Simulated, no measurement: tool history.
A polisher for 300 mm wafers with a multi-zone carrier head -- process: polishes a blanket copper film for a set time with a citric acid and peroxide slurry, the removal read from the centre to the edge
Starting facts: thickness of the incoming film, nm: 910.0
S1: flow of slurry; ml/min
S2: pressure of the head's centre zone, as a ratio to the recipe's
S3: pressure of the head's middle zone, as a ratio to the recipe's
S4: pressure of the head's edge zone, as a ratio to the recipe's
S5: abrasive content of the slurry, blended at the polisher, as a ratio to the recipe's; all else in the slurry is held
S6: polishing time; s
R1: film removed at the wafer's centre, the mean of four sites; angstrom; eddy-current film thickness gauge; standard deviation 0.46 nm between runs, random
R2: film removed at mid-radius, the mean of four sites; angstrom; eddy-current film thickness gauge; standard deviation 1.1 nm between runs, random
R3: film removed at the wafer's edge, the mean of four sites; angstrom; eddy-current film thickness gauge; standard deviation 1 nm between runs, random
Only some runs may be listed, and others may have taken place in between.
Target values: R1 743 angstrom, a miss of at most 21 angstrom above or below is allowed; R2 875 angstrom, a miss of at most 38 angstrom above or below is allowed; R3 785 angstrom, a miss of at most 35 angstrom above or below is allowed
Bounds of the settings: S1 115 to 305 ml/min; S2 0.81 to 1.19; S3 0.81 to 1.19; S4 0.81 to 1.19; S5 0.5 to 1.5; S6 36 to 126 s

run	hour	S1	S2	S3	S4	S5	S6	R1	R2	R3
1	0	195	1	1	1	1	81	1313.5	1314	1280.8
2	8.4	195	0.97	1	1	1	81	1260.8	1330.5	1297.8
3	12.1	195	0.97	1	1	1	92	1438.9	1535.6	1505.4
4	17.5	195	0.97	1	1	1.1	92	1461.1	1567.8	1541
5	22.8	195	0.97	1	1	1.2	92	1491.9	1595.5	1570
6	26.2	195	1.02	1	1	1.2	92	1579.9	1628.6	1555.9
7	30.9	190	0.99	1.02	0.98	1.1	85	1395.6	1471.2	1356
8	39	180	0.96	1.02	0.97	1	80	1213.6	1340.4	1291.5
9	47	195	0.94	1.03	0.96	0.9	74	1090.4	1230.3	1169.7

Below are 4 possible settings for the next run. Only one of them brings all results inside the allowed miss of their targets. Which is it?
A	55	115	0.81	1	1.02	1	117	?	?	?
B	55	235	1.02	1.13	0.81	0.9	59	?	?	?
C	55	205	0.85	0.85	1.06	1	104	?	?	?
D	55	205	0.91	1.07	0.92	0.8	53	?	?	?

move	R1	R2	R3
A	1361	1734.1	1725.4
B	971.27	1049.3	832.41
C	1431	1537.7	1689.4
D	740.33	865.95	759.51
A: its largest miss is bigger than the last run's
B: closer than the last run, but not yet in spec
C: its largest miss is bigger than the last run's
D: every result lands within tolerance
The right move is D.

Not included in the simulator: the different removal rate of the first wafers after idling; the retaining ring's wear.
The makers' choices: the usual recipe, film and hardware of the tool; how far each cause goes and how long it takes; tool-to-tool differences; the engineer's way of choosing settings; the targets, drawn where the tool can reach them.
